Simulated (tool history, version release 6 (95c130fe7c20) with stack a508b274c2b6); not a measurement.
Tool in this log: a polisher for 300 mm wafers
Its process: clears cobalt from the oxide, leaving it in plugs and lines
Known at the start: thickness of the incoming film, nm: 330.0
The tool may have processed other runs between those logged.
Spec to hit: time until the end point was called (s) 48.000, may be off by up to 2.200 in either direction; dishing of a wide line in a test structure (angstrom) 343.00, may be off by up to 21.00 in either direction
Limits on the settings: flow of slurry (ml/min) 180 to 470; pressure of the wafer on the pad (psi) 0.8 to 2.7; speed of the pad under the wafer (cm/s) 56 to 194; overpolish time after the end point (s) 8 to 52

run	day	flow of slurry (ml/min)	pressure of the wafer on the pad (psi)	speed of the pad under the wafer (cm/s)	overpolish time after the end point (s)	time until the end point was called (s)	dishing of a wide line in a test structure (angstrom)
1	0.000	300	1.7	124	26	61.707	451.08
2	0.138	300	1.7	154	26	51.145	476.98
3	0.412	340	1.9	132	20	55.618	451.68
4	0.738	285	2.1	124	16	54.675	436.05
5	0.821	320	2.1	124	16	53.054	416.92
6	0.892	320	1.7	124	16	62.247	411.35
7	1.133	355	1.9	122	13	58.878	393.10
8	1.271	395	2.1	120	11	55.727	374.80
9	1.358	470	2.6	110	8	52.658	329.85
10	1.708	465	2.6	112	9	51.191	353.55

Exactly one of the 4 candidate moves below puts every result within its allowed miss. Which one?
A	2.058	435	2.6	110	9	?	?
B	2.058	420	2.6	122	8	?	?
C	2.058	415	2.5	112	8	?	?
D	2.058	460	2.6	102	11	?	?

move	time until the end point was called (s)	dishing of a wide line in a test structure (angstrom)
A	51.759	343.93
B	47.159	339.46
C	52.453	321.00
D	55.277	366.96
A: moves away from the targets compared with the last run
B: each result inside its tolerance
C: moves away from the targets compared with the last run
D: moves away from the targets compared with the last run
Go with B: it meets all targets.
